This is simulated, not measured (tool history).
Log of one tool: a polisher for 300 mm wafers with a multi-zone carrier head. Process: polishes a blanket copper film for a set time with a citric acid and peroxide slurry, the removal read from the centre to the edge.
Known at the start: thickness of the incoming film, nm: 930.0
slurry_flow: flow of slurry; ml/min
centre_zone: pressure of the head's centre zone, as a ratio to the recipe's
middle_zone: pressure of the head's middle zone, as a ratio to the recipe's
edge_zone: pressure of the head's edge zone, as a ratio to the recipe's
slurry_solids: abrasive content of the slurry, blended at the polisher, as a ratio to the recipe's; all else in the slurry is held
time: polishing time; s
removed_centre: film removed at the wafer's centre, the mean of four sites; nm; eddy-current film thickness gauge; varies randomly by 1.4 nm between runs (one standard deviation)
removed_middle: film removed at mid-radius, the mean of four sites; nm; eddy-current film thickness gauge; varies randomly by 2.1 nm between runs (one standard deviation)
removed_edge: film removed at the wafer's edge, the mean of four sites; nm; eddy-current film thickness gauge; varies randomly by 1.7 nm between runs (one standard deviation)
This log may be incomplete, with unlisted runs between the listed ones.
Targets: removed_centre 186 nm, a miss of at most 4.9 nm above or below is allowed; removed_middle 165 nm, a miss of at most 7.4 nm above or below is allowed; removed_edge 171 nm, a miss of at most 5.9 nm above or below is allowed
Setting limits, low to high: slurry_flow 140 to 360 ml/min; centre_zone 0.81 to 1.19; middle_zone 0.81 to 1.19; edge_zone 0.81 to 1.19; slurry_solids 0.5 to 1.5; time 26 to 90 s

Run 1, hour 0: slurry_flow 230 ml/min, centre_zone 1, middle_zone 1, edge_zone 1, slurry_solids 1, time 58 s. Result: removed_centre 148.67 nm, removed_middle 153.25 nm, removed_edge 148.46 nm.
Run 2, hour 7: slurry_flow 235 ml/min, centre_zone 1.01, middle_zone 1, edge_zone 1.01, slurry_solids 1, time 58 s. Result: removed_centre 152.08 nm, removed_middle 150.85 nm, removed_edge 146.26 nm.
Run 3, hour 9.3: slurry_flow 235 ml/min, centre_zone 1.01, middle_zone 1, edge_zone 1.02, slurry_solids 1.05, time 58 s. Result: removed_centre 152.44 nm, removed_middle 153.23 nm, removed_edge 151.22 nm.
Run 4, hour 17: slurry_flow 240 ml/min, centre_zone 1.02, middle_zone 1, edge_zone 1.03, slurry_solids 1.05, time 58 s. Result: removed_centre 155.37 nm, removed_middle 154 nm, removed_edge 149.07 nm.
Run 5, hour 17.8: slurry_flow 240 ml/min, centre_zone 1.02, middle_zone 1, edge_zone 1.03, slurry_solids 0.85, time 58 s. Result: removed_centre 149.43 nm, removed_middle 145.2 nm, removed_edge 144.72 nm.
Run 6, hour 24.4: slurry_flow 240 ml/min, centre_zone 1.02, middle_zone 1, edge_zone 1.03, slurry_solids 0.7, time 58 s. Result: removed_centre 141.58 nm, removed_middle 135.58 nm, removed_edge 138.43 nm.
Run 7, hour 28: slurry_flow 240 ml/min, centre_zone 1.03, middle_zone 1, edge_zone 1.04, slurry_solids 0.75, time 58 s. Result: removed_centre 144.84 nm, removed_middle 140.07 nm, removed_edge 140.69 nm.
Run 8, hour 33.9: slurry_flow 240 ml/min, centre_zone 1.04, middle_zone 0.99, edge_zone 1.05, slurry_solids 0.8, time 58 s. Result: removed_centre 147.72 nm, removed_middle 139.59 nm, removed_edge 145.73 nm.
Run 9, hour 36: slurry_flow 245 ml/min, centre_zone 1.05, middle_zone 1, edge_zone 1.06, slurry_solids 0.85, time 58 s. Result: removed_centre 151.55 nm, removed_middle 141.56 nm, removed_edge 145.39 nm.
Run 10, hour 40.2: slurry_flow 245 ml/min, centre_zone 1.06, middle_zone 1, edge_zone 1.07, slurry_solids 0.9, time 58 s. Result: removed_centre 154.79 nm, removed_middle 145.91 nm, removed_edge 147.55 nm.
Run 11, hour 45.7: slurry_flow 245 ml/min, centre_zone 1.07, middle_zone 1, edge_zone 1.08, slurry_solids 0.95, time 58 s. Result: removed_centre 157.56 nm, removed_middle 150.14 nm, removed_edge 150.03 nm.
Run 12, hour 53.2: slurry_flow 245 ml/min, centre_zone 1.08, middle_zone 0.99, edge_zone 1.09, slurry_solids 1, time 58 s. Result: removed_centre 161.89 nm, removed_middle 148.63 nm, removed_edge 152.08 nm.
Run 13, hour 61.4: slurry_flow 245 ml/min, centre_zone 1.08, middle_zone 0.99, edge_zone 1.1, slurry_solids 1.05, time 58 s. Result: removed_centre 165.26 nm, removed_middle 152.36 nm, removed_edge 154.69 nm.
Run 14, hour 62.2: slurry_flow 245 ml/min, centre_zone 1.08, middle_zone 0.99, edge_zone 1.11, slurry_solids 1.05, time 58 s. Result: removed_centre 163.33 nm, removed_middle 148.9 nm, removed_edge 158.74 nm.
Run 15, hour 63.8: slurry_flow 250 ml/min, centre_zone 1.09, middle_zone 0.99, edge_zone 1.12, slurry_solids 1.05, time 58 s. Result: removed_centre 163.97 nm, removed_middle 147.64 nm, removed_edge 157.1 nm.
Run 16, hour 69.7: slurry_flow 250 ml/min, centre_zone 1.1, middle_zone 0.99, edge_zone 1.12, slurry_solids 1.05, time 58 s. Result: removed_centre 166.42 nm, removed_middle 149.55 nm, removed_edge 159.72 nm.

Pick the move, out of 5, that brings all results within their allowed miss; only one does.
Run A, hour 75.6: slurry_flow 200 ml/min, centre_zone 1.18, middle_zone 0.81, edge_zone 1.12, slurry_solids 1.3, time 65 s. Result: removed_centre ?, removed_middle ?, removed_edge ?.
Run B, hour 75.6: slurry_flow 265 ml/min, centre_zone 1.15, middle_zone 0.81, edge_zone 1.18, slurry_solids 1, time 66 s. Result: removed_centre ?, removed_middle ?, removed_edge ?.
Run C, hour 75.6: slurry_flow 320 ml/min, centre_zone 1.11, middle_zone 0.97, edge_zone 1.07, slurry_solids 1.25, time 61 s. Result: removed_centre ?, removed_middle ?, removed_edge ?.
Run D, hour 75.6: slurry_flow 205 ml/min, centre_zone 1.06, middle_zone 0.92, edge_zone 1.14, slurry_solids 0.95, time 71 s. Result: removed_centre ?, removed_middle ?, removed_edge ?.
Run E, hour 75.6: slurry_flow 260 ml/min, centre_zone 1.07, middle_zone 0.93, edge_zone 1.15, slurry_solids 1.2, time 64 s. Result: removed_centre ?, removed_middle ?, removed_edge ?.

move  removed_centre  removed_middle  removed_edge
   A          201.81          146.04        181.24
   B           196.3          144.76        182.88
   C          189.04          166.52        171.22
   D          187.57          165.69        186.28
   E           185.8          163.65        181.77
A: carries the result that was furthest off beyond its target, to the other side
B: carries the result that was furthest off beyond its target, to the other side
C: all results land within tolerance of their targets
D: the furthest-off result lands on target, but another misses its tolerance
E: the furthest-off result lands on target, but another misses its tolerance
Go with C: it meets all targets.
